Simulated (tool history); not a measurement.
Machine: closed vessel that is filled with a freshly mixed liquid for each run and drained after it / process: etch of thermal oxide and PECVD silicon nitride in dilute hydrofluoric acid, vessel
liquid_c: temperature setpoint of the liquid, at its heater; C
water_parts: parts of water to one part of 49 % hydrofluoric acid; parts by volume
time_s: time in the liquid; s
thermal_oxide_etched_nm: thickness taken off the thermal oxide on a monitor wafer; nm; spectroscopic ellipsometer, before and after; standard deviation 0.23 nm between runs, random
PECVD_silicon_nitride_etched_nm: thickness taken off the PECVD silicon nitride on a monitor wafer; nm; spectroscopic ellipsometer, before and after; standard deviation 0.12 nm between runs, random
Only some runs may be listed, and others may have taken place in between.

run	hour	liquid_c	water_parts	time_s	thermal_oxide_etched_nm	PECVD_silicon_nitride_etched_nm
1	0.0	21.0	55	245	18.386	6.2993
2	4.4	22.5	50	245	22.009	7.6299
3	13.2	22.5	65	245	16.341	5.9493
4	16.0	22.5	55	245	19.591	7.0781
5	18.0	22.5	55	295	23.565	8.5445
6	21.4	23.5	50	290	26.655	9.8318
7	29.2	23.5	50	290	26.830	9.6437
8	31.5	23.5	50	290	26.386	9.6621
9	39.2	24.0	50	285	26.820	9.9762
10	43.7	24.5	50	280	26.730	9.9635
11	45.0	25.0	50	275	27.229	10.4090
12	53.0	25.5	50	270	27.309	10.3330
13	54.4	26.0	50	265	26.957	10.2730
14	61.1	26.0	50	265	26.822	10.7410
15	67.8	25.0	35	255	36.407	13.3330
16	76.1	25.0	35	260	37.479	13.5960
17	77.3	25.0	40	265	32.783	12.3710
18	78.5	25.0	40	265	32.805	12.2450

Expected results for the next run?
19	79.4	25.5	40	265	?	?

{"run 19": {"thermal_oxide_etched_nm": 33.41, "PECVD_silicon_nitride_etched_nm": 12.541}}
